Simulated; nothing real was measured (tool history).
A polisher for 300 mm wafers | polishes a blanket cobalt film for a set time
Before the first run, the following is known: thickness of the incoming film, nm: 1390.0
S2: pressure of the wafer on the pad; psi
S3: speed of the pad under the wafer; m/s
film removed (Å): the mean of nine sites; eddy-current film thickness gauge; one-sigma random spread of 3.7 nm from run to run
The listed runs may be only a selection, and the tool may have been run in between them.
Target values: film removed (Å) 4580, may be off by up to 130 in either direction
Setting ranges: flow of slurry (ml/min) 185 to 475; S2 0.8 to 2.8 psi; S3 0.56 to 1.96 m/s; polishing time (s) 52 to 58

{"run": 1, "day": 0.0, "flow of slurry (ml/min)": 305, "S2": 1.8, "S3": 1.26, "polishing time (s)": 58, "film removed (Å)": 3786.9}
{"run": 2, "day": 0.233, "flow of slurry (ml/min)": 305, "S2": 1.9, "S3": 1.26, "polishing time (s)": 58, "film removed (Å)": 4058.8}
{"run": 3, "day": 0.438, "flow of slurry (ml/min)": 310, "S2": 2, "S3": 1.26, "polishing time (s)": 58, "film removed (Å)": 4282.1}
{"run": 4, "day": 0.788, "flow of slurry (ml/min)": 310, "S2": 2, "S3": 1.1, "polishing time (s)": 58, "film removed (Å)": 3766.7}
{"day": 1.042, "done": "slurry nozzle cleaned"}
{"run": 5, "day": 1.042, "flow of slurry (ml/min)": 310, "S2": 2.1, "S3": 1.1, "polishing time (s)": 58, "film removed (Å)": 3991.9}
{"run": 6, "day": 1.233, "flow of slurry (ml/min)": 280, "S2": 2.1, "S3": 1.1, "polishing time (s)": 58, "film removed (Å)": 4020.8}
{"run": 7, "day": 1.396, "flow of slurry (ml/min)": 280, "S2": 2.2, "S3": 1.1, "polishing time (s)": 58, "film removed (Å)": 4186.6}
{"run": 8, "day": 1.592, "flow of slurry (ml/min)": 280, "S2": 2.3, "S3": 1.1, "polishing time (s)": 58, "film removed (Å)": 4303.7}

Of the 5 settings listed for the next run, only one would bring every result within its allowed miss of target. Which one?
{"run": "A", "day": 1.788, "flow of slurry (ml/min)": 250, "S2": 2.3, "S3": 1.1, "polishing time (s)": 54, "film removed (Å)": "?"}
{"run": "B", "day": 1.788, "flow of slurry (ml/min)": 275, "S2": 2.3, "S3": 1.12, "polishing time (s)": 54, "film removed (Å)": "?"}
{"run": "C", "day": 1.788, "flow of slurry (ml/min)": 185, "S2": 2.1, "S3": 1.2, "polishing time (s)": 56, "film removed (Å)": "?"}
{"run": "D", "day": 1.788, "flow of slurry (ml/min)": 315, "S2": 2.5, "S3": 1.2, "polishing time (s)": 52, "film removed (Å)": "?"}
{"run": "E", "day": 1.788, "flow of slurry (ml/min)": 300, "S2": 2.1, "S3": 1.16, "polishing time (s)": 53, "film removed (Å)": "?"}

move=A film_removed_(Å)=3959.2
move=B film_removed_(Å)=4058.5
move=C film_removed_(Å)=3983.8
move=D film_removed_(Å)=4577.4
move=E film_removed_(Å)=3795.1
A: misses by more than the last run did
B: misses by more than the last run did
C: misses by more than the last run did
D: every result within its allowed miss
E: misses by more than the last run did
The move that meets every target is D.

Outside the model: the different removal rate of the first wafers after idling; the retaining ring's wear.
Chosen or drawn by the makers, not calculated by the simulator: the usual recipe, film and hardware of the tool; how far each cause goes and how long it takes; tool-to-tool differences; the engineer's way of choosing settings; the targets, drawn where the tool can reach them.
